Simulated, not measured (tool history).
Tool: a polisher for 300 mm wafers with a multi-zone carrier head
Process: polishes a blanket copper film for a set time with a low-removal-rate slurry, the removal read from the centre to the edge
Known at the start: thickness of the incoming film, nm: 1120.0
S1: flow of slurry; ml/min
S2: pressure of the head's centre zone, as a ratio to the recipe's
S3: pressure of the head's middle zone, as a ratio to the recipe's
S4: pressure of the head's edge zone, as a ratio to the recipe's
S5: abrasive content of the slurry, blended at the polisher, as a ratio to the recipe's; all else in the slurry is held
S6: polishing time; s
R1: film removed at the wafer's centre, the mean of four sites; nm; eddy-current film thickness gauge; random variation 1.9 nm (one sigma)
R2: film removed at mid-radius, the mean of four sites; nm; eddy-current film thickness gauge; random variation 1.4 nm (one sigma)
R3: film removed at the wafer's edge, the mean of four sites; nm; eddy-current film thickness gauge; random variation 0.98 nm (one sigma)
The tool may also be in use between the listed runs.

run,hour,S1,S2,S3,S4,S5,S6,R1,R2,R3
1,0,140,1,1,1,1,76,151.02,159.28,155.16
2,6,135,1,1,0.96,0.9,75,145.51,150.39,145.7
3,7.2,130,0.99,1.01,0.92,0.85,75,141.01,149.27,139.43
4,13.6,120,0.99,1.01,0.89,0.85,75,140.19,143.63,136.02
5,17.8,120,0.93,1.01,0.89,0.85,75,131.14,145.34,137.77
6,19.1,120,0.93,1.08,0.89,0.85,75,129.47,152.13,139.15
7,22.4,115,0.94,1.07,0.87,0.8,75,128.89,147.54,133.34
8,30.5,110,0.95,1.06,0.86,0.8,75,131.76,146.55,131.92
9,37.6,95,0.97,1.02,0.81,0.7,75,122.15,133.03,120.43

The next listed run, before its measurement:
10,38.3,95,0.97,1.02,0.81,0.7,75,?,?,?

{"run 10": {"R1": 118.42, "R2": 131.82, "R3": 122.2}}
